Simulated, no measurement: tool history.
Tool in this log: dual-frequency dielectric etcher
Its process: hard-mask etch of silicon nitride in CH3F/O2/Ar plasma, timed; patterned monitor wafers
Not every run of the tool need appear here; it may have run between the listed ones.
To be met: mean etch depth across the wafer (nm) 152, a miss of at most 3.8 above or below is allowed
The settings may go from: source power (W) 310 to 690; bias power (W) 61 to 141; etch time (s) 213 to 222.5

run,hour,source power (W),bias power (W),etch time (s),mean etch depth across the wafer (nm)
1,0,500,101,213,180.96
2,8,550,101,213,190.82
3,16.5,520,99,213,182.55
4,17.8,590,99,213,194.16
5,24.1,590,99,222.5,204.19
6,29.2,550,94,221.5,192.7
7,37.4,520,91,221,182.44
8,40.1,520,91,221,183.69
9,48.2,520,91,221,184.09
10,52.3,490,89,221,175.75
11,55.9,470,88,221,170.68
12,62.1,450,87,221,167.28
13,64.7,440,86,221,163.66
14,72.4,430,86,221,161.47
15,73.8,420,86,221,158.56
16,78.6,380,83,220.5,146.55

Exactly one of the 4 candidate moves below puts every result within its allowed miss. Which one?
A,83.4,430,94,218,?
B,83.4,400,87,219,?
C,83.4,360,86,220,?
D,83.4,430,86,220.5,?

move,mean etch depth across the wafer (nm)
A,163.61
B,152.74
C,142.66
D,160.07
A: takes the biggest miss from the last run beyond its target
B: every result lands within tolerance
C: further off than the last run
D: takes the biggest miss from the last run beyond its target
B is the move that brings every result within its allowed miss.

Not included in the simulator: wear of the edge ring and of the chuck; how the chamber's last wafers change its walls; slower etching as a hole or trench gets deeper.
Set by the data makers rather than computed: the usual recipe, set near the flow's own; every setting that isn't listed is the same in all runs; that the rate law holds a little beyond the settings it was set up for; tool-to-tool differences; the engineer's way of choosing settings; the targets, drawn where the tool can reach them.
